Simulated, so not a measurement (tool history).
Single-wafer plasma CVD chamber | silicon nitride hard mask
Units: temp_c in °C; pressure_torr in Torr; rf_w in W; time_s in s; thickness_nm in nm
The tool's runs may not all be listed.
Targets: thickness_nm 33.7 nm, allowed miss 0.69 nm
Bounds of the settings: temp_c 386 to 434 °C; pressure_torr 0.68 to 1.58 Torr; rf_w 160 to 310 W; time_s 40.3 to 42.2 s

run    day  temp_c  pressure_torr  rf_w  time_s  thickness_nm
  1      0     410           1.13   235    42.2        38.429
  2  0.104     410           1.28   235    42.2        39.989
  3  0.358     410           1.28   235    42.2        39.936
  4  0.571     401           1.28   235    42.2        39.943
  5  0.879     401           1.37   235    42.2        40.576
  6  1.212     401           1.37   215    42.2        37.864
  7  1.558     401           1.32   215    42.2        37.461
     1.662  -- thermocouple changed; heater temperature recalibrated
  8  1.662     401           1.32   215    42.2        37.408
  9  2.021     401           1.27   215    42.2        37.191
 10  2.183     401           1.23   215    42.2         36.83
 11  2.242     401           1.19   215    42.2         36.81
 12  2.317     401           1.16   215    42.2        36.468
 13  2.483     401           1.13   215    42.2        36.089
 14  2.538     401            1.1   215    42.2        35.888

5 next moves are on the table. One of them brings every result within its allowed miss. Which?
  A  2.592     397           1.03   205    41.6             ?
  B  2.592     392           1.05   190    42.2             ?
  C  2.592     399           1.07   195    41.3             ?
  D  2.592     395           1.12   195    40.5             ?
  E  2.592     399            1.1   195    40.3             ?

move  thickness_nm
   A        33.481
   B        32.223
   C        32.234
   D        32.041
   E        31.676
A: meets every target
B: takes the result that was furthest off past its target
C: takes the result that was furthest off past its target
D: takes the result that was furthest off past its target
E: takes the result that was furthest off past its target
Move A is the one to make.
